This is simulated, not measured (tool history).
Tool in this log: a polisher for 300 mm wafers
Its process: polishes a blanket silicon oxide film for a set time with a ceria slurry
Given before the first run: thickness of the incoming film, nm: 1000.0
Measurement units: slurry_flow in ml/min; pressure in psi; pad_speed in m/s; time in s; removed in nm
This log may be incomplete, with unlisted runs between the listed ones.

run  hour  slurry_flow  pressure  pad_speed  time  removed
  1     0          220       3.2        1.1    38    161.7
  2   8.4          220       2.9       1.08    38   146.64
  3  11.4          220       3.3       1.08    38   166.29
  4  13.6          220         3       1.06    38   147.75
  5  22.2          220       2.7       1.06    38   135.42
  6  22.8          260       2.7       1.06    38   136.87
  7    27          260       2.5       1.06    38   130.19

Estimate the outcome of run 8 from the log above:
  8  30.7          260       2.3       1.06    38        ?

removed: 120.01 nm

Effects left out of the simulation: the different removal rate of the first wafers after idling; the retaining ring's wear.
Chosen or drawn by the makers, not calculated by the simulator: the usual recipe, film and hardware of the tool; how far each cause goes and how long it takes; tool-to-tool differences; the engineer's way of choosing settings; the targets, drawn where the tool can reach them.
